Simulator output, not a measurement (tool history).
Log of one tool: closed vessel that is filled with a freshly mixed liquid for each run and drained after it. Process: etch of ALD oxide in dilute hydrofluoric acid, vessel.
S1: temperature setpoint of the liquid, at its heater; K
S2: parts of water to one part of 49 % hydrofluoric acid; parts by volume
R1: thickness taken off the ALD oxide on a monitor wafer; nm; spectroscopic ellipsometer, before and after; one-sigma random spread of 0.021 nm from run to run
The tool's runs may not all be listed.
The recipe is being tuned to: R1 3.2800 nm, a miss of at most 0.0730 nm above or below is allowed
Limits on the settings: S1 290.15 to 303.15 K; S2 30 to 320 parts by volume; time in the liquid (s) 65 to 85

{"run": 1, "hour": 0.0, "S1": 295.15, "S2": 175, "time in the liquid (s)": 85, "R1": 5.4718}
{"run": 2, "hour": 6.6, "S1": 295.15, "S2": 130, "time in the liquid (s)": 85, "R1": 7.6484}
{"run": 3, "hour": 15.8, "S1": 294.65, "S2": 145, "time in the liquid (s)": 85, "R1": 6.7221}
{"run": 4, "hour": 18.3, "S1": 294.65, "S2": 95, "time in the liquid (s)": 85, "R1": 10.908}
{"run": 5, "hour": 22.3, "S1": 296.15, "S2": 95, "time in the liquid (s)": 85, "R1": 11.496}
{"run": 6, "hour": 28.6, "S1": 295.15, "S2": 110, "time in the liquid (s)": 85, "R1": 9.4824}
{"run": 7, "hour": 34.8, "S1": 294.65, "S2": 125, "time in the liquid (s)": 85, "R1": 7.9258}
{"run": 8, "hour": 38.9, "S1": 294.15, "S2": 135, "time in the liquid (s)": 85, "R1": 7.1221}
{"run": 9, "hour": 40.0, "S1": 293.65, "S2": 145, "time in the liquid (s)": 85, "R1": 6.4306}
{"run": 10, "hour": 47.0, "S1": 293.15, "S2": 155, "time in the liquid (s)": 85, "R1": 5.8766}
{"run": 11, "hour": 48.7, "S1": 292.65, "S2": 160, "time in the liquid (s)": 85, "R1": 5.5412}
{"run": 12, "hour": 54.6, "S1": 292.15, "S2": 165, "time in the liquid (s)": 85, "R1": 5.1698}
{"run": 13, "hour": 59.1, "S1": 291.65, "S2": 170, "time in the liquid (s)": 85, "R1": 5.0072}

Next run, 5 choices. One meets every target within its allowed miss, the rest don't. Which?
{"run": "A", "hour": 63.6, "S1": 290.65, "S2": 190, "time in the liquid (s)": 70, "R1": "?"}
{"run": "B", "hour": 63.6, "S1": 293.15, "S2": 200, "time in the liquid (s)": 65, "R1": "?"}
{"run": "C", "hour": 63.6, "S1": 292.65, "S2": 200, "time in the liquid (s)": 70, "R1": "?"}
{"run": "D", "hour": 63.6, "S1": 290.15, "S2": 100, "time in the liquid (s)": 85, "R1": "?"}
{"run": "E", "hour": 63.6, "S1": 292.15, "S2": 235, "time in the liquid (s)": 85, "R1": "?"}

move=A R1=3.4222
move=B R1=3.2983
move=C R1=3.4839
move=D R1=8.4512
move=E R1=3.4165
A: closer than the last run, but not yet in spec
B: meets every target
C: closer than the last run, but not yet in spec
D: lands further from the targets than the last run did
E: closer than the last run, but not yet in spec
Move B is the one to make.
